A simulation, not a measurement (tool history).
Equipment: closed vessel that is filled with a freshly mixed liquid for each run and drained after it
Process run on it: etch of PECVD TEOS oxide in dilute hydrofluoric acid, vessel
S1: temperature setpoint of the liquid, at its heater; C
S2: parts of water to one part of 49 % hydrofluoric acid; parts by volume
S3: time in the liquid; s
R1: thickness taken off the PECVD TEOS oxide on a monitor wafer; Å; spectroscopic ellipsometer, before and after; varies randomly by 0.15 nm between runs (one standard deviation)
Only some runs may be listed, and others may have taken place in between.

{"run": 1, "hour": 0.0, "S1": 25, "S2": 175, "S3": 155, "R1": 67.286}
{"run": 2, "hour": 5.7, "S1": 27, "S2": 140, "S3": 155, "R1": 93.338}
{"run": 3, "hour": 11.6, "S1": 29, "S2": 140, "S3": 155, "R1": 102.96}
{"run": 4, "hour": 14.8, "S1": 29, "S2": 140, "S3": 115, "R1": 75.652}
{"hour": 19.8, "done": "hydrofluoric acid flow meter replaced"}
{"run": 5, "hour": 19.8, "S1": 29, "S2": 80, "S3": 115, "R1": 159.63}
{"run": 6, "hour": 23.9, "S1": 29.5, "S2": 75, "S3": 115, "R1": 173.89}

Run 7, settings as shown, results not yet in. Your forecast:
{"run": 7, "hour": 25.7, "S1": 30, "S2": 75, "S3": 115, "R1": "?"}

Logged for run 7: R1 181.57 Å.
